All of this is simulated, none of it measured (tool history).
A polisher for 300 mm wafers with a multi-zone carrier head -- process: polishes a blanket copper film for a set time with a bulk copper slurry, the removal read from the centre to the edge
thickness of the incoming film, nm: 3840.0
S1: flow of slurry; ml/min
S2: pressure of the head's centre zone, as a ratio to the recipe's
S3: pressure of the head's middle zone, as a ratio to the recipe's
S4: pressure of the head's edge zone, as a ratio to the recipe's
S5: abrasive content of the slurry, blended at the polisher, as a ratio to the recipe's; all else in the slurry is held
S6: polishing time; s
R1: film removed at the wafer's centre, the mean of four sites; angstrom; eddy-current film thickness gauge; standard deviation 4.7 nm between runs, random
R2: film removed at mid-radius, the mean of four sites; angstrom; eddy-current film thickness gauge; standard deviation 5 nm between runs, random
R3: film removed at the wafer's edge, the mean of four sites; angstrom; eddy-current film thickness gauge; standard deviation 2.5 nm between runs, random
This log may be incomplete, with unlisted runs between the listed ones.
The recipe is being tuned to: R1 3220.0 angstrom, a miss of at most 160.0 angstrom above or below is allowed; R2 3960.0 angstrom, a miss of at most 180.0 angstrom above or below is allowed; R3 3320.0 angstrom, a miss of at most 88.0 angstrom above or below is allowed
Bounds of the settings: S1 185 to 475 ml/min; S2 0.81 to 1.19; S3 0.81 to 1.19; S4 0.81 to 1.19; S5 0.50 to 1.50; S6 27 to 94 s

run  hour   S1    S2    S3    S4    S5  S6      R1      R2      R3
  1   0.0  305  1.00  1.00  1.00  1.00  60  3076.3  3163.8  3131.5
  2   4.9  305  1.00  0.93  1.00  1.00  60  3019.9  2997.6  3131.6
  3  13.9  315  0.98  1.00  0.99  1.05  60  2975.6  3167.0  3150.1
  4  18.3  315  0.98  1.00  1.03  1.05  60  3071.6  3166.6  3222.6
  5  23.9  315  0.98  1.00  1.03  1.15  60  2991.6  3148.9  3226.3
  6  25.5  315  0.98  1.00  1.03  1.00  60  2973.7  3160.1  3170.0
  7  30.8  350  1.01  1.10  1.02  1.05  63  3312.5  3687.7  3372.9
  8  35.3  350  1.00  1.12  1.01  1.05  63  3223.2  3731.9  3342.9
  9  40.8  350  1.00  1.14  1.00  1.05  63  3297.3  3807.8  3336.3

Consider the 5 candidate settings below. Which is the only one whose results all fall within their allowed miss of target?
  A  46.3  370  0.98  1.04  0.95  0.95  65   ?   ?   ?
  B  46.3  320  0.83  1.19  0.90  1.25  67   ?   ?   ?
  C  46.3  415  0.98  1.19  1.00  1.15  61   ?   ?   ?
  D  46.3  380  1.01  1.10  1.03  1.20  63   ?   ?   ?
  E  46.3  315  1.08  1.17  0.92  0.55  70   ?   ?   ?

move      R1      R2      R3
   A  3246.6  3550.8  3360.5
   B  2906.6  4224.3  3473.8
   C  3166.7  3879.7  3338.9
   D  3365.5  3742.2  3506.3
   E  3551.0  3896.2  3290.8
A: moves away from the targets compared with the last run
B: carries the result that was furthest off beyond its target, to the other side
C: all results land within tolerance of their targets
D: moves away from the targets compared with the last run
E: the furthest-off result lands on target, but another misses its tolerance
C meets every target.

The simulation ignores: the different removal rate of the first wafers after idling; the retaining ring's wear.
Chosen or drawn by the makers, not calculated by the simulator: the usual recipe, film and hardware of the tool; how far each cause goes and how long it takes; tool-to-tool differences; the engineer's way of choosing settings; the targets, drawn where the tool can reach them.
